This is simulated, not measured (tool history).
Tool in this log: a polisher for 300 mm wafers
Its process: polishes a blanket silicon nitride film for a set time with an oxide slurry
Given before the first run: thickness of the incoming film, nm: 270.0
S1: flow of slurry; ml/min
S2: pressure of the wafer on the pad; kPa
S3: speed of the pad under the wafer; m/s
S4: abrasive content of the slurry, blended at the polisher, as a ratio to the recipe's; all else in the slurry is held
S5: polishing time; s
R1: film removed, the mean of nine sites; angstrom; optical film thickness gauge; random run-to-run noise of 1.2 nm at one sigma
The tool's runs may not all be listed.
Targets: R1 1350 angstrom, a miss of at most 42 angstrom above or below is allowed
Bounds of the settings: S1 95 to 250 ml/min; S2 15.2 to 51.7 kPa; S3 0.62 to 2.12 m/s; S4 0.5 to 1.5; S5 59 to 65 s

{"run": 1, "day": 0.0, "S1": 160, "S2": 33.1, "S3": 1.36, "S4": 1, "S5": 65, "R1": 650.31}
{"run": 2, "day": 0.108, "S1": 165, "S2": 38.6, "S3": 1.42, "S4": 1, "S5": 65, "R1": 789.35}
{"run": 3, "day": 0.15, "S1": 165, "S2": 38.6, "S3": 1.42, "S4": 1.15, "S5": 65, "R1": 830.05}
{"run": 4, "day": 0.492, "S1": 165, "S2": 38.6, "S3": 1.28, "S4": 1.15, "S5": 65, "R1": 756.29}
{"run": 5, "day": 0.775, "S1": 165, "S2": 38.6, "S3": 1.12, "S4": 1.15, "S5": 65, "R1": 697.63}
{"run": 6, "day": 0.992, "S1": 165, "S2": 38.6, "S3": 1.12, "S4": 1.35, "S5": 65, "R1": 742.9}
{"run": 7, "day": 1.075, "S1": 170, "S2": 42.7, "S3": 1.22, "S4": 1.35, "S5": 65, "R1": 849.08}
{"run": 8, "day": 1.175, "S1": 175, "S2": 51.7, "S3": 1.6, "S4": 1.4, "S5": 65, "R1": 1297.9}

Which single option among these 5 for the next run brings every result within its allowed miss of target? Just one does.
{"run": "A", "day": 1.275, "S1": 210, "S2": 50.3, "S3": 1.98, "S4": 1.45, "S5": 61, "R1": "?"}
{"run": "B", "day": 1.275, "S1": 200, "S2": 51, "S3": 1.86, "S4": 1.4, "S5": 64, "R1": "?"}
{"run": "C", "day": 1.275, "S1": 165, "S2": 51.7, "S3": 1.6, "S4": 1.35, "S5": 65, "R1": "?"}
{"run": "D", "day": 1.275, "S1": 250, "S2": 51.7, "S3": 1.56, "S4": 1.4, "S5": 65, "R1": "?"}
{"run": "E", "day": 1.275, "S1": 185, "S2": 51.7, "S3": 1.74, "S4": 1.5, "S5": 65, "R1": "?"}

move=A R1=1449.3
move=B R1=1440.5
move=C R1=1262.9
move=D R1=1328
move=E R1=1422.2
A: moves the result that the last run missed by most past its target, out the other side
B: moves the result that the last run missed by most past its target, out the other side
C: lands further from the targets than the last run did
D: every result lands within tolerance
E: moves the result that the last run missed by most past its target, out the other side
D is the move that brings every result within its allowed miss.
